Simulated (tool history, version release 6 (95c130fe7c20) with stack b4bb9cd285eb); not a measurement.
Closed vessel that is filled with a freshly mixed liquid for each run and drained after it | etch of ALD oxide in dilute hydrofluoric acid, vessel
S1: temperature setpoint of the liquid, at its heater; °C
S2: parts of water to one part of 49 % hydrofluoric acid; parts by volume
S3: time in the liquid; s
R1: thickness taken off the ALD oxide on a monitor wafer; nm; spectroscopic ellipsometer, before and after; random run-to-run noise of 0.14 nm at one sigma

run 1 hour=0.0 | S1=22.0 S2=300 S3=190 | R1=9.8669
run 2 hour=5.2 | S1=22.0 S2=360 S3=190 | R1=7.9319
run 3 hour=6.9 | S1=24.0 S2=295 S3=190 | R1=11.0480
run 4 hour=8.3 | S1=25.5 S2=255 S3=190 | R1=13.8300
run 5 hour=14.2 | S1=25.5 S2=255 S3=190 | R1=13.8820
run 6 hour=16.8 | S1=26.5 S2=230 S3=190 | R1=16.4670

Run 7 has not been measured yet. What should we expect?
run 7 hour=23.4 | S1=27.5 S2=215 S3=190 | R1=?

R1: 18.5860 nm

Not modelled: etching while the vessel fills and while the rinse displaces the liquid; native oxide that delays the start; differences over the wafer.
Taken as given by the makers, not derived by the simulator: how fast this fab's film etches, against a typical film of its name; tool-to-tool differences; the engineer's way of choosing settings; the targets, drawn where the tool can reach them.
